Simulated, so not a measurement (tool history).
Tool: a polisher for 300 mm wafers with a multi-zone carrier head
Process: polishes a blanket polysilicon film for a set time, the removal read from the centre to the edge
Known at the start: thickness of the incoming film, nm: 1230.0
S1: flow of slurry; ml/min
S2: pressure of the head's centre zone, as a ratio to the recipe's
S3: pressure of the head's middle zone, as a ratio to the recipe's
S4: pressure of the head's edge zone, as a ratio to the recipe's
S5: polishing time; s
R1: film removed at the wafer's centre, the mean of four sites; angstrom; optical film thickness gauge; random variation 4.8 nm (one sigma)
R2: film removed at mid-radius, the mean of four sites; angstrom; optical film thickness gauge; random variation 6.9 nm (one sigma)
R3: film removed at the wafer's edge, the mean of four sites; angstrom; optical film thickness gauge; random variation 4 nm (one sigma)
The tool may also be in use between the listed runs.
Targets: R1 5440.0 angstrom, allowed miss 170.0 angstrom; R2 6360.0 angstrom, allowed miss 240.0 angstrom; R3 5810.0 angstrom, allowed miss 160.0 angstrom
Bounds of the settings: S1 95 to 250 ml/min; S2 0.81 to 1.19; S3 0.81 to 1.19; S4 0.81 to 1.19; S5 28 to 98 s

run	day	S1	S2	S3	S4	S5	R1	R2	R3
1	0.000	160	1.00	1.00	1.00	63	4480.7	4600.7	4614.2
2	0.188	160	1.04	1.00	1.00	63	4754.1	4500.5	4517.2
3	0.329	160	0.98	1.00	1.00	63	4373.9	4471.5	4593.8
4	0.554	165	0.98	1.02	1.02	64	4495.7	4733.3	4734.7
5	0.675	165	0.98	0.95	1.02	64	4584.4	4480.7	4742.6
6	1.004	170	0.98	0.97	1.03	65	4540.7	4614.1	4853.8
7	1.121	175	0.99	0.99	1.04	66	4683.4	4758.9	5026.8
8	1.458	180	0.99	1.01	1.04	67	4898.9	4954.5	5032.3
9	1.675	185	0.99	1.03	1.05	68	5000.0	5140.1	5214.9
10	2.008	190	0.99	1.05	1.05	68	4959.2	5282.5	5191.9
11	2.129	195	0.99	1.06	1.06	68	5048.8	5354.4	5207.4
12	2.229	200	0.99	1.07	1.07	68	5031.6	5427.8	5314.6
13	2.479	200	0.99	1.07	1.07	68	5020.9	5353.6	5218.4
14	2.829	200	0.99	1.08	1.08	69	5063.3	5446.4	5403.5

4 next moves are on the table. One of them brings every result within its allowed miss. Which?
A	3.179	165	1.08	1.01	1.08	65	?	?	?
B	3.179	150	0.91	1.16	1.19	80	?	?	?
C	3.179	190	0.98	1.17	1.07	75	?	?	?
D	3.179	230	0.85	1.19	1.00	77	?	?	?

move	R1	R2	R3
A	5015.6	4715.5	4958.5
B	5098.9	6424.1	6321.2
C	5390.7	6317.2	5779.3
D	4939.0	6764.0	5852.4
A: further off than the last run
B: brings the result that was furthest off to its target, and leaves another outside
C: meets every target
D: takes the result that was furthest off past its target
Move C is the one to make.
